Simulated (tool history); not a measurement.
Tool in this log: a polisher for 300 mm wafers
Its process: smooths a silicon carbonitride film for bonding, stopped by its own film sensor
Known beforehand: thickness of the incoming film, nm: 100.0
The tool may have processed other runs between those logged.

| run | hour | flow of slurry (ml/min) | pressure of the wafer on the pad (psi) | speed of the pad under the wafer (m/s) | abrasive content of the slurry | target thickness at which the film sensor stops the polish (Å) | time until the film sensor stopped the polish (s) |
|---|---|---|---|---|---|---|---|
| 1 | 0.0 | 165 | 1.4 | 0.76 | 1.0 | 910 | 67.257 |
| 2 | 1.7 | 165 | 1.4 | 0.88 | 1.0 | 910 | 59.988 |
| 3 | 5.9 | 165 | 1.4 | 0.88 | 1.0 | 910 | 58.678 |
| 4 | 14.8 | 165 | 1.4 | 0.70 | 1.0 | 910 | 69.275 |
| 5 | 15.9 | 205 | 1.4 | 0.70 | 1.0 | 910 | 68.686 |
| 6 | 22.7 | 205 | 1.5 | 0.70 | 1.0 | 910 | 64.035 |
| 7 | 30.1 | 205 | 1.5 | 0.70 | 1.0 | 910 | 64.432 |
| 8 | 38.6 | 205 | 1.6 | 0.70 | 1.0 | 910 | 60.627 |
| 9 | 39.5 | 205 | 1.6 | 0.70 | 1.0 | 910 | 60.411 |
| 10 | 41.8 | 205 | 1.7 | 0.70 | 1.0 | 910 | 55.748 |
| 11 | 47.7 | 205 | 1.8 | 0.70 | 1.0 | 910 | 53.238 |
| 12 | 53.0 | 205 | 1.9 | 0.70 | 1.0 | 910 | 50.005 |

Run 13 comes next. What will it give?
| 13 | 58.9 | 205 | 2.0 | 0.70 | 1.0 | 910 | ? |

Run 13 gave time until the film sensor stopped the polish (s) 47.790.
